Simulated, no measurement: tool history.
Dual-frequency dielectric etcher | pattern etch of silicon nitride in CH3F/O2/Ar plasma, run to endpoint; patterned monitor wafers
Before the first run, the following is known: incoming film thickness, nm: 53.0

run,hour,source power (W),bias power (W),endpoint time (s)
1,0.0,460,81,73.884
2,3.9,500,81,70.905
3,12.5,500,92,67.964
4,13.4,470,90,70.259
5,19.5,440,88,72.038
6,26.9,520,88,69.100
7,31.8,490,84,70.751

Run 8 comes next. What will it give?
8,33.8,390,68,?

Run 8 yielded endpoint time (s) 80.894.

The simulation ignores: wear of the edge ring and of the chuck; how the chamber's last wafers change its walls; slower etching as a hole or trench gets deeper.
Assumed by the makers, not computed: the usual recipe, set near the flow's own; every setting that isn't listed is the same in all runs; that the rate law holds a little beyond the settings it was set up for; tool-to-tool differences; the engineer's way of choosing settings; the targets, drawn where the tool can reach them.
